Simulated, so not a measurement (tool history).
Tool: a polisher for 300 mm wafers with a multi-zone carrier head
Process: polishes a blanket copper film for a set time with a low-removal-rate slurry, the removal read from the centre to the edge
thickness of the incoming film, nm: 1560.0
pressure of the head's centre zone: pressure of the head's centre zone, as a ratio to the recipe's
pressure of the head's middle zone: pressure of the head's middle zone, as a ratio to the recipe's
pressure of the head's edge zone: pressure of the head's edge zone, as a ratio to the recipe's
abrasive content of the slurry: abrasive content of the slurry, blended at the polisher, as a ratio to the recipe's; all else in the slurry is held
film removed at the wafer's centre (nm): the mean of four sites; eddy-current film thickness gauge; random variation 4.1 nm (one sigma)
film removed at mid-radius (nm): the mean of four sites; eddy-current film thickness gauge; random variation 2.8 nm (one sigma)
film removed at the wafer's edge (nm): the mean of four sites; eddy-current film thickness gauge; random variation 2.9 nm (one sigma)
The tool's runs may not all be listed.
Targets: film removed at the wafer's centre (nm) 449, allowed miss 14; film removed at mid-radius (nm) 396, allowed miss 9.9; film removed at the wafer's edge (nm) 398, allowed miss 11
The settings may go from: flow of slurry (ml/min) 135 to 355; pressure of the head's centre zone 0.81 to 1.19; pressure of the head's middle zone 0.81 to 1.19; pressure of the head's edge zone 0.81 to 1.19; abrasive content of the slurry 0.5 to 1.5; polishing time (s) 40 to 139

run,hour,flow of slurry (ml/min),pressure of the head's centre zone,pressure of the head's middle zone,pressure of the head's edge zone,abrasive content of the slurry,polishing time (s),film removed at the wafer's centre (nm),film removed at mid-radius (nm),film removed at the wafer's edge (nm)
1,0,225,1,1,1,1,89,367.47,356.32,358.98
2,4.3,245,1.03,1.01,1.02,1.05,89,386.18,363.23,370.75
3,6,245,0.99,1.01,1.02,1.05,89,365.5,361.97,371.84
4,14.6,245,0.99,0.94,1.02,1.05,89,368.94,343.18,369
5,19.1,245,0.99,0.94,1.1,1.05,89,364.55,344.02,384.48
6,26.8,220,0.99,0.94,1.1,1.05,89,362.8,339.53,386.2
7,34.8,230,1.03,0.98,1.1,1.1,89,388.32,357.33,387.7
8,39.4,240,1.05,1,1.1,1.1,89,387.35,365.84,391.31
9,40.2,245,1.09,1.01,1.09,1.1,89,410.8,368.39,394.45
10,44.6,310,1.13,1.07,1.03,1.1,89,432.21,393.74,382.9

Which of these 4 next moves meets every target?
A,49,315,1.19,1.04,0.93,1.05,93,?,?,?
B,49,310,1.14,1.14,1.01,1.1,86,?,?,?
C,49,310,1.14,1.04,1.06,0.95,95,?,?,?
D,49,335,1.14,1.12,1.07,1.2,89,?,?,?

move,film removed at the wafer's centre (nm),film removed at mid-radius (nm),film removed at the wafer's edge (nm)
A,466.1,400.39,372.88
B,417.24,404.63,362.24
C,444.49,398.76,396.21
D,443.64,423.5,395.94
A: further off than the last run
B: further off than the last run
C: meets every target
D: brings the result that was furthest off to its target, and leaves another outside
The right move is C.
